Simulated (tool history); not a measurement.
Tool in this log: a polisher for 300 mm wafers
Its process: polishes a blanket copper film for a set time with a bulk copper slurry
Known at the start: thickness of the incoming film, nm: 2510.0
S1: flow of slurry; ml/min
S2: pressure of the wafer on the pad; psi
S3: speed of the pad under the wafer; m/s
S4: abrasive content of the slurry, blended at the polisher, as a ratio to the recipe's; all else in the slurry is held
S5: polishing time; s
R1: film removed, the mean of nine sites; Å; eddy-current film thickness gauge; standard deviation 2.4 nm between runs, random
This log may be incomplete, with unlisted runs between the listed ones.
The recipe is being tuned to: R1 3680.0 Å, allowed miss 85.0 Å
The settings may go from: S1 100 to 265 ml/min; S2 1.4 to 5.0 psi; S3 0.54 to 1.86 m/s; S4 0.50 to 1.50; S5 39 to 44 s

run,hour,S1,S2,S3,S4,S5,R1
1,0.0,170,3.2,1.18,1.00,44,4693.3
2,4.7,170,3.2,1.32,1.00,44,5172.7
3,7.3,170,2.6,1.32,1.00,44,4312.1
4,13.2,170,2.6,1.62,1.00,44,5107.5
5,18.6,170,2.2,1.62,1.00,44,4403.3
6,25.7,165,2.1,1.62,1.00,44,4195.9
7,29.9,160,2.1,1.62,1.00,44,4119.0
8,33.9,155,2.1,1.62,1.00,44,4134.8
9,39.4,150,2.1,1.62,1.00,44,4055.0
10,48.2,110,1.9,1.62,1.00,44,3322.2
11,56.8,115,1.9,1.62,1.00,44,3381.2
12,63.6,165,2.0,1.62,1.00,44,3987.9
13,71.4,160,2.0,1.62,1.00,44,3924.4
# hour 73.0: slurry nozzle cleaned
14,73.0,155,2.0,1.62,1.00,44,4220.6
15,79.1,150,2.0,1.62,1.00,44,4203.4
16,83.0,145,2.0,1.62,1.00,44,4152.3
17,85.7,140,2.0,1.62,1.00,44,4114.6
18,93.5,135,2.0,1.62,1.00,44,4120.3

Consider the 4 candidate settings below. Which is the only one whose results all fall within their allowed miss of target?
A,101.3,130,2.3,1.78,1.15,39,?
B,101.3,125,2.9,1.62,0.90,39,?
C,101.3,100,2.5,1.28,1.05,39,?
D,101.3,100,1.9,1.68,1.05,43,?

move,R1
A,4614.2
B,5045.7
C,3434.5
D,3694.1
A: lands further from the targets than the last run did
B: lands further from the targets than the last run did
C: moves the result that the last run missed by most past its target, out the other side
D: each result inside its tolerance
D meets every target.
